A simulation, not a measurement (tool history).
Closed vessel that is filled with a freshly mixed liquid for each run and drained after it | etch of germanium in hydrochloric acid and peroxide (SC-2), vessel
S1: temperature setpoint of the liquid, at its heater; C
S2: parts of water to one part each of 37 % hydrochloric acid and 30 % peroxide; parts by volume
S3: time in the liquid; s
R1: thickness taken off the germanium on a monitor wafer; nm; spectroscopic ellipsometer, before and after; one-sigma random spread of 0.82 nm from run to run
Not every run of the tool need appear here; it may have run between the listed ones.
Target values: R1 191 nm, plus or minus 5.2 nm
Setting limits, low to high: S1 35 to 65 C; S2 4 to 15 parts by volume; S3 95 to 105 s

run	day	S1	S2	S3	R1
1	0	49	8.5	95	223.32
2	0.071	49	10	95	219.15
3	0.433	49	7.5	95	226.68
4	0.654	49	7.5	105	249.77
5	0.854	49	7.5	105	248.01
6	1.175	48	7.5	105	239.36
7	1.338	47.5	7.5	105	239.2
8	1.383	46.5	7.5	105	229.77
# day 1.771: thermometer replaced
9	1.771	46	7.5	105	234.06

5 next moves are on the table. One of them brings every result within its allowed miss. Which?
A	2.158	41	7.5	100	?
B	2.158	40	7	95	?
C	2.158	47.5	6	105	?
D	2.158	41	6.5	95	?
E	2.158	46	9	95	?

move	R1
A	188.32
B	173.49
C	247.79
D	180.05
E	208.72
A: in spec on every target
B: the result that was furthest off in the last run now lies on the other side of its target
C: lands further from the targets than the last run did
D: the result that was furthest off in the last run now lies on the other side of its target
E: moves toward the targets from the last run without getting all of them in spec
Go with A: it meets all targets.
